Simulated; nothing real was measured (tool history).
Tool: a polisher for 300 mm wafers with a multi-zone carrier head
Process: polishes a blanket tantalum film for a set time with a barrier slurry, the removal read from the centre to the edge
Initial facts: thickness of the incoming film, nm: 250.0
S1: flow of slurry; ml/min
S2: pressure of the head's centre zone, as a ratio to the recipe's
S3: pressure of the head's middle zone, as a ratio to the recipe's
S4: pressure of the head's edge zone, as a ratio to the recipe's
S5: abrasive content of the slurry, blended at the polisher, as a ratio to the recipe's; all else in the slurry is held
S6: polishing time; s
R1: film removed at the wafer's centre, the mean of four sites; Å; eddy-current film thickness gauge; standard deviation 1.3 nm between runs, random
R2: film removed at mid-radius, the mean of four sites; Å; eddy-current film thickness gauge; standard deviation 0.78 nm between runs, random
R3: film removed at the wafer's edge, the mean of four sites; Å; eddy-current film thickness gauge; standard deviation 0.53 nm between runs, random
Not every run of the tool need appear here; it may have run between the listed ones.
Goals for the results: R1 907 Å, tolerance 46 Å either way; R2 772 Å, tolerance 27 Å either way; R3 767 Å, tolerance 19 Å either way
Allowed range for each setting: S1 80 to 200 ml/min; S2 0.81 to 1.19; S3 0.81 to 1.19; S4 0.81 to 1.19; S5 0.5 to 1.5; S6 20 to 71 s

run 1 hour=0 | S1=130 S2=1 S3=1 S4=1 S5=1 S6=45 | R1=605.15 R2=614.43 R3=589.88
run 2 hour=8.5 | S1=130 S2=1 S3=1 S4=1 S5=1.15 S6=45 | R1=647.36 R2=635.64 R3=619.98
run 3 hour=12.1 | S1=140 S2=1.03 S3=1.01 S4=1.03 S5=1.2 S6=45 | R1=673.64 R2=664.08 R3=653.11
run 4 hour=18 | S1=150 S2=1.06 S3=1.01 S4=1.03 S5=1.25 S6=45 | R1=705.68 R2=689.82 R3=650.39
run 5 hour=19 | S1=155 S2=1.09 S3=1 S4=1.05 S5=1.3 S6=46 | R1=742.7 R2=696.71 R3=685.95
run 6 hour=26.2 | S1=155 S2=1.09 S3=1.07 S4=1.05 S5=1.3 S6=46 | R1=739.45 R2=750.63 R3=678.77
run 7 hour=30.9 | S1=160 S2=1.11 S3=1.05 S4=1.06 S5=1.35 S6=46 | R1=788.17 R2=731.06 R3=697.4
run 8 hour=38.8 | S1=165 S2=1.12 S3=1.05 S4=1.07 S5=1.4 S6=46 | R1=796.21 R2=751.49 R3=706.45
run 9 hour=43.2 | S1=170 S2=1.13 S3=1.04 S4=1.08 S5=1.4 S6=46 | R1=795.25 R2=745.56 R3=710.75
run 10 hour=44.9 | S1=170 S2=1.14 S3=1.03 S4=1.08 S5=1.4 S6=47 | R1=825.56 R2=748.75 R3=730.53
run 11 hour=53.4 | S1=175 S2=1.15 S3=1.03 S4=1.08 S5=1.4 S6=47 | R1=856.76 R2=758.57 R3=725.48
run 12 hour=60.5 | S1=180 S2=1.15 S3=1.03 S4=1.09 S5=1.4 S6=47 | R1=818.35 R2=771.11 R3=745.53
run 13 hour=65.2 | S1=180 S2=1.16 S3=1.03 S4=1.09 S5=1.4 S6=47 | R1=851.19 R2=761.7 R3=733.01
run 14 hour=72.4 | S1=180 S2=1.17 S3=1.03 S4=1.09 S5=1.4 S6=47 | R1=854.43 R2=782.84 R3=729.57
run 15 hour=75.1 | S1=180 S2=1.17 S3=1.02 S4=1.09 S5=1.4 S6=47 | R1=854.15 R2=758.57 R3=732.34

Of the 5 settings listed for the next run, only one would bring every result within its allowed miss of target. Which one?
run A hour=77.8 | S1=195 S2=1.08 S3=1.02 S4=1.17 S5=1.15 S6=50 | R1=? R2=? R3=?
run B hour=77.8 | S1=180 S2=1.19 S3=1.1 S4=1.09 S5=1.45 S6=46 | R1=? R2=? R3=?
run C hour=77.8 | S1=200 S2=1.01 S3=1.02 S4=1.15 S5=1.45 S6=48 | R1=? R2=? R3=?
run D hour=77.8 | S1=200 S2=1.16 S3=0.97 S4=1.07 S5=1.5 S6=48 | R1=? R2=? R3=?
run E hour=77.8 | S1=135 S2=1.19 S3=1.12 S4=1 S5=1.45 S6=49 | R1=? R2=? R3=?

move=A R1=807.13 R2=780.11 R3=774.81
move=B R1=849.84 R2=801.52 R3=724.73
move=C R1=780.57 R2=799.36 R3=785.91
move=D R1=886.82 R2=774.15 R3=764.05
move=E R1=864.05 R2=831.02 R3=717.84
A: brings the result that was furthest off to its target, and leaves another outside
B: moves away from the targets compared with the last run
C: brings the result that was furthest off to its target, and leaves another outside
D: meets every target
E: moves away from the targets compared with the last run
Move D is the one to make.
